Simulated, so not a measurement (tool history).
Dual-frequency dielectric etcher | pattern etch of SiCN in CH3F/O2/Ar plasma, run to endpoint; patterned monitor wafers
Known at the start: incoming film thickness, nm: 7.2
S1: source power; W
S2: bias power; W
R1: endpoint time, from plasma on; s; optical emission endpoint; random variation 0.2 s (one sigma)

Run 1, hour 0: S1 460 W, S2 91 W. Result: R1 17.752 s.
Run 2, hour 7: S1 420 W, S2 86 W. Result: R1 18.708 s.
Run 3, hour 14.7: S1 500 W, S2 86 W. Result: R1 16.983 s.
Run 4, hour 22.4: S1 500 W, S2 72 W. Result: R1 17.899 s.
Run 5, hour 24.3: S1 500 W, S2 81 W. Result: R1 17.355 s.
Run 6, hour 32: S1 440 W, S2 81 W. Result: R1 18.513 s.
Run 7, hour 35.4: S1 410 W, S2 79 W. Result: R1 19.432 s.
Run 8, hour 39.8: S1 390 W, S2 78 W. Result: R1 19.775 s.
Run 9, hour 41.6: S1 370 W, S2 77 W. Result: R1 20.262 s.

The next listed run, before its measurement:
Run 10, hour 50.3: S1 350 W, S2 76 W. Result: R1 ?.

R1: 20.945 s
